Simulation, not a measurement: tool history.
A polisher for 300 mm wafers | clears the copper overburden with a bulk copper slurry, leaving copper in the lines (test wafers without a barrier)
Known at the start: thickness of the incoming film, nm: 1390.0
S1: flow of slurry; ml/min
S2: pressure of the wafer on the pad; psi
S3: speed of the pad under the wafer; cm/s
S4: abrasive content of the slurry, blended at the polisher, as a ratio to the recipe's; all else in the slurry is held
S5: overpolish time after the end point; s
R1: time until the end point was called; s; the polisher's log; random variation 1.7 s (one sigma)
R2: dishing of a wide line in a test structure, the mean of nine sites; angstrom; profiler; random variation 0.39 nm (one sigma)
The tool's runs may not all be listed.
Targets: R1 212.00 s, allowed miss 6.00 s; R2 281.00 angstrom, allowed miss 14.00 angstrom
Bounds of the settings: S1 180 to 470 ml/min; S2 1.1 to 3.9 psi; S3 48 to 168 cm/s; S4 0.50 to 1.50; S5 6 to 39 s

run 1 day=0.000 | S1=300 S2=2.5 S3=108 S4=1.00 S5=20 | R1=183.96 R2=694.85
run 2 day=0.058 | S1=330 S2=2.5 S3=108 S4=1.00 S5=20 | R1=183.41 R2=722.03
run 3 day=0.229 | S1=330 S2=2.5 S3=108 S4=0.90 S5=20 | R1=184.78 R2=705.40
run 4 day=0.479 | S1=330 S2=2.5 S3=108 S4=0.80 S5=20 | R1=190.87 R2=699.78
run 5 day=0.708 | S1=330 S2=2.5 S3=108 S4=0.80 S5=24 | R1=192.16 R2=750.60
run 6 day=0.767 | S1=330 S2=2.9 S3=108 S4=0.80 S5=24 | R1=163.36 R2=807.02
run 7 day=0.925 | S1=300 S2=2.9 S3=104 S4=0.75 S5=20 | R1=174.62 R2=743.98
run 8 day=1.112 | S1=385 S2=2.2 S3=134 S4=1.00 S5=10 | R1=164.78 R2=489.56

Which of these 5 next moves meets every target?
run A day=1.300 | S1=280 S2=2.9 S3=100 S4=0.85 S5=16 | R1=? R2=?
run B day=1.300 | S1=420 S2=2.5 S3=158 S4=0.75 S5=12 | R1=? R2=?
run C day=1.300 | S1=365 S2=2.5 S3=144 S4=0.95 S5=18 | R1=? R2=?
run D day=1.300 | S1=370 S2=2.3 S3=152 S4=1.00 S5=16 | R1=? R2=?
run E day=1.300 | S1=425 S2=1.5 S3=150 S4=1.00 S5=6 | R1=? R2=?

move=A R1=182.16 R2=638.55
move=B R1=133.78 R2=638.11
move=C R1=141.85 R2=750.17
move=D R1=144.18 R2=702.49
move=E R1=215.77 R2=274.81
A: further off than the last run
B: further off than the last run
C: further off than the last run
D: further off than the last run
E: meets every target
Move E is the one to make.
